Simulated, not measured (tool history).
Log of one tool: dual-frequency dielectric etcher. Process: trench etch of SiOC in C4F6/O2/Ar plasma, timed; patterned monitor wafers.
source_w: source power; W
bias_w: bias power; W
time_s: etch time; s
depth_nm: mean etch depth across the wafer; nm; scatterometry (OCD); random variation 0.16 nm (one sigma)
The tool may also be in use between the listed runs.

Run 1, hour 0.0: source_w 340 W, bias_w 240 W, time_s 14.5 s. Result: depth_nm 34.474 nm.
Run 2, hour 3.4: source_w 330 W, bias_w 236 W, time_s 14.5 s. Result: depth_nm 33.656 nm.
Run 3, hour 12.0: source_w 320 W, bias_w 234 W, time_s 14.5 s. Result: depth_nm 33.285 nm.
Run 4, hour 19.3: source_w 310 W, bias_w 231 W, time_s 14.5 s. Result: depth_nm 32.425 nm.
Run 5, hour 21.3: source_w 300 W, bias_w 230 W, time_s 14.5 s. Result: depth_nm 31.712 nm.
Run 6, hour 24.6: source_w 300 W, bias_w 229 W, time_s 14.5 s. Result: depth_nm 32.328 nm.
Run 7, hour 32.2: source_w 290 W, bias_w 227 W, time_s 14.5 s. Result: depth_nm 31.391 nm.
Run 8, hour 34.6: source_w 290 W, bias_w 226 W, time_s 14.5 s. Result: depth_nm 31.437 nm.

Forecast run 9:
Run 9, hour 36.5: source_w 240 W, bias_w 207 W, time_s 14.5 s. Result: depth_nm ?.

{"run 9": {"depth_nm": 28.027}}
